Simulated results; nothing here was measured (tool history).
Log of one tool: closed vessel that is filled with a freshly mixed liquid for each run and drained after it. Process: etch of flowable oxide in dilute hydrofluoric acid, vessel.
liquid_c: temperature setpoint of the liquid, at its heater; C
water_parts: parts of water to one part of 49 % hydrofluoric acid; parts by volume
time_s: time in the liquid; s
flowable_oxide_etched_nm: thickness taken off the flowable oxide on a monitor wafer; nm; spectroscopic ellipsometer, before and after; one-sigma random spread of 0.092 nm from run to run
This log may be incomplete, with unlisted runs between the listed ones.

run	day	liquid_c	water_parts	time_s	flowable_oxide_etched_nm
1	0.000	26.0	220	130	18.542
2	0.075	25.0	220	130	17.769
3	0.371	28.5	220	130	20.053
4	0.667	26.5	220	130	18.731
5	0.862	24.5	220	130	17.283
6	1.188	24.5	220	140	18.802

For run 7, what comes out?
7	1.246	23.5	220	140	?

flowable_oxide_etched_nm: 17.925 nm

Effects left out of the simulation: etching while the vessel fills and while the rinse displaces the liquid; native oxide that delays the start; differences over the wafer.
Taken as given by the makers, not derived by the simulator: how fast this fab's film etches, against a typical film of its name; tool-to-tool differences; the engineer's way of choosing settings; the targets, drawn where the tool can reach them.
